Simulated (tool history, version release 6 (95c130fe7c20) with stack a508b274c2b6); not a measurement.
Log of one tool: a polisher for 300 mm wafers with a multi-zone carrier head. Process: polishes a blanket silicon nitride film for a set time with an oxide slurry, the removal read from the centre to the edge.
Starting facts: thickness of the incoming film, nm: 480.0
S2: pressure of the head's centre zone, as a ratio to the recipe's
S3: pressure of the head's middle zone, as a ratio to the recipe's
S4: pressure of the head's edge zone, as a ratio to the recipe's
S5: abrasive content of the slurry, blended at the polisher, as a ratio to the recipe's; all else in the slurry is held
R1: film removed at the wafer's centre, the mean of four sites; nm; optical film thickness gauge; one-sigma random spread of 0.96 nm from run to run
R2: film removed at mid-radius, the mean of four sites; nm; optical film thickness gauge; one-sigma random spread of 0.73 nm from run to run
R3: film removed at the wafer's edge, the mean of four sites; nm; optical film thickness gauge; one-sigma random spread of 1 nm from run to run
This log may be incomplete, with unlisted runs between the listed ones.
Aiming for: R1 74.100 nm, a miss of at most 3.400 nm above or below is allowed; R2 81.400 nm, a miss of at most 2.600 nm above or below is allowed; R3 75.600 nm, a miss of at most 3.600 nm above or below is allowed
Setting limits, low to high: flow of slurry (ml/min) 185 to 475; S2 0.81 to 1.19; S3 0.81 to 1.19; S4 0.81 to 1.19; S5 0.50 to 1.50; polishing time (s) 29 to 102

Run 1, day 0.000: flow of slurry (ml/min) 305, S2 1.00, S3 1.00, S4 1.00, S5 1.00, polishing time (s) 65. Result: R1 45.836 nm, R2 46.004 nm, R3 49.456 nm.
Run 2, day 0.254: flow of slurry (ml/min) 310, S2 1.01, S3 1.04, S4 1.01, S5 1.15, polishing time (s) 68. Result: R1 51.636 nm, R2 53.559 nm, R3 53.911 nm.
Run 3, day 0.579: flow of slurry (ml/min) 310, S2 1.01, S3 1.06, S4 1.03, S5 1.25, polishing time (s) 71. Result: R1 55.145 nm, R2 58.149 nm, R3 59.859 nm.
Run 4, day 0.642: flow of slurry (ml/min) 310, S2 1.01, S3 1.06, S4 1.09, S5 1.25, polishing time (s) 71. Result: R1 56.784 nm, R2 58.610 nm, R3 59.285 nm.
Run 5, day 0.662: flow of slurry (ml/min) 310, S2 1.01, S3 1.00, S4 1.09, S5 1.25, polishing time (s) 71. Result: R1 54.633 nm, R2 56.556 nm, R3 59.531 nm.
Run 6, day 0.792: flow of slurry (ml/min) 310, S2 1.01, S3 1.00, S4 1.09, S5 1.25, polishing time (s) 86. Result: R1 68.336 nm, R2 67.517 nm, R3 74.818 nm.
Run 7, day 0.829: flow of slurry (ml/min) 325, S2 1.01, S3 1.05, S4 1.09, S5 1.25, polishing time (s) 85. Result: R1 68.234 nm, R2 70.285 nm, R3 70.630 nm.
Run 8, day 1.012: flow of slurry (ml/min) 330, S2 1.01, S3 1.07, S4 1.09, S5 1.30, polishing time (s) 85. Result: R1 68.999 nm, R2 72.582 nm, R3 74.163 nm.
Run 9, day 1.267: flow of slurry (ml/min) 335, S2 1.02, S3 1.10, S4 1.09, S5 1.30, polishing time (s) 85. Result: R1 70.792 nm, R2 73.757 nm, R3 73.380 nm.
Run 10, day 1.633: flow of slurry (ml/min) 340, S2 1.02, S3 1.12, S4 1.09, S5 1.30, polishing time (s) 85. Result: R1 68.061 nm, R2 74.814 nm, R3 72.681 nm.
Run 11, day 1.821: flow of slurry (ml/min) 345, S2 1.03, S3 1.13, S4 1.09, S5 1.30, polishing time (s) 85. Result: R1 70.914 nm, R2 75.223 nm, R3 74.742 nm.
Run 12, day 1.950: flow of slurry (ml/min) 335, S2 1.03, S3 1.15, S4 1.07, S5 1.30, polishing time (s) 85. Result: R1 71.220 nm, R2 76.091 nm, R3 72.629 nm.

Exercise: of the 5 proposed moves below, exactly one satisfies all targets within the stated allowed misses. Which move is it?
Run A, day 2.079: flow of slurry (ml/min) 235, S2 1.14, S3 1.18, S4 0.98, S5 1.30, polishing time (s) 81. Result: R1 ?, R2 ?, R3 ?.
Run B, day 2.079: flow of slurry (ml/min) 320, S2 1.06, S3 1.19, S4 1.08, S5 1.30, polishing time (s) 87. Result: R1 ?, R2 ?, R3 ?.
Run C, day 2.079: flow of slurry (ml/min) 385, S2 1.01, S3 0.91, S4 1.16, S5 1.45, polishing time (s) 83. Result: R1 ?, R2 ?, R3 ?.
Run D, day 2.079: flow of slurry (ml/min) 345, S2 1.01, S3 1.08, S4 1.07, S5 1.30, polishing time (s) 86. Result: R1 ?, R2 ?, R3 ?.
Run E, day 2.079: flow of slurry (ml/min) 370, S2 1.06, S3 0.96, S4 1.07, S5 1.35, polishing time (s) 90. Result: R1 ?, R2 ?, R3 ?.

move      R1      R2      R3
   A  71.036  72.238  66.550
   B  73.610  80.829  76.585
   C  70.836  65.623  80.036
   D  69.771  74.240  75.878
   E  78.241  72.047  81.080
A: further off than the last run
B: every result within its allowed miss
C: further off than the last run
D: further off than the last run
E: further off than the last run
Answer: B

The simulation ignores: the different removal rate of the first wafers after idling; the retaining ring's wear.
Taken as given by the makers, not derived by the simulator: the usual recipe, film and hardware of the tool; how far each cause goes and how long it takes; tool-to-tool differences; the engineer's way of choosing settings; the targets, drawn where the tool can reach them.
